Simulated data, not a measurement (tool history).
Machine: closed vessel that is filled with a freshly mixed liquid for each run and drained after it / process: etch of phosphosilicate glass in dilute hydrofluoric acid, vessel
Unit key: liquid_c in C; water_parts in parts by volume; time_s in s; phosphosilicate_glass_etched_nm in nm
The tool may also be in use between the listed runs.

run    day  liquid_c  water_parts  time_s  phosphosilicate_glass_etched_nm
  1  0.000      24.0          270      30                           17.343
  2  0.338      24.5          270      30                           17.762
  3  0.504      24.5          270      30                           17.497
  4  0.600      25.0          270      30                           17.857
  5  0.721      25.0          270      30                           18.025
  6  1.050      26.0          270      30                           18.378

Run 7 is up next; what results do you expect?
  7  1.321      26.5          270      30                                ?

phosphosilicate_glass_etched_nm: 18.687 nm

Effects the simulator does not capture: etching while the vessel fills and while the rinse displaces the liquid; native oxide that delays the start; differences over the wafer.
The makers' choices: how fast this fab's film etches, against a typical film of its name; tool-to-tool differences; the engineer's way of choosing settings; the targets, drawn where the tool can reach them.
